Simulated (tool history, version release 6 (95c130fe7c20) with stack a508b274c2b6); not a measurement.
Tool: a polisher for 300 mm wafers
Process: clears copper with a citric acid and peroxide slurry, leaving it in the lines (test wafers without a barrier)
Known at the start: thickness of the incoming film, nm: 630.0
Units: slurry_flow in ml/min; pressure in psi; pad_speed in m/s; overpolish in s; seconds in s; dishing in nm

{"run": 1, "hour": 0.0, "slurry_flow": 145, "pressure": 3.9, "pad_speed": 1.28, "slurry_solids": 1, "overpolish": 22, "seconds": 160.99, "dishing": 64.866}
{"run": 2, "hour": 3.2, "slurry_flow": 145, "pressure": 3, "pad_speed": 1.28, "slurry_solids": 1, "overpolish": 22, "seconds": 207.77, "dishing": 49.364}
{"run": 3, "hour": 7.3, "slurry_flow": 145, "pressure": 2.6, "pad_speed": 1.24, "slurry_solids": 1, "overpolish": 18, "seconds": 245.68, "dishing": 36.678}
{"run": 4, "hour": 14.8, "slurry_flow": 145, "pressure": 2.4, "pad_speed": 1.26, "slurry_solids": 0.95, "overpolish": 15, "seconds": 267.04, "dishing": 28.721}
{"run": 5, "hour": 20.1, "slurry_flow": 145, "pressure": 2.4, "pad_speed": 1.08, "slurry_solids": 0.95, "overpolish": 15, "seconds": 308.41, "dishing": 26.136}
{"run": 6, "hour": 25.1, "slurry_flow": 135, "pressure": 2.2, "pad_speed": 1.24, "slurry_solids": 0.8, "overpolish": 13, "seconds": 307.08, "dishing": 22.896}
{"run": 7, "hour": 33.2, "slurry_flow": 120, "pressure": 2.1, "pad_speed": 1.38, "slurry_solids": 0.7, "overpolish": 11, "seconds": 295.87, "dishing": 19.531}
{"run": 8, "hour": 35.3, "slurry_flow": 110, "pressure": 2, "pad_speed": 1.5, "slurry_solids": 0.65, "overpolish": 10, "seconds": 297.39, "dishing": 17.523}

Run 9 comes next. What will it give?
{"run": 9, "hour": 38.0, "slurry_flow": 110, "pressure": 2, "pad_speed": 1.5, "slurry_solids": 0.65, "overpolish": 10, "seconds": "?", "dishing": "?"}

seconds: 304.71 s
dishing: 17.863 nm
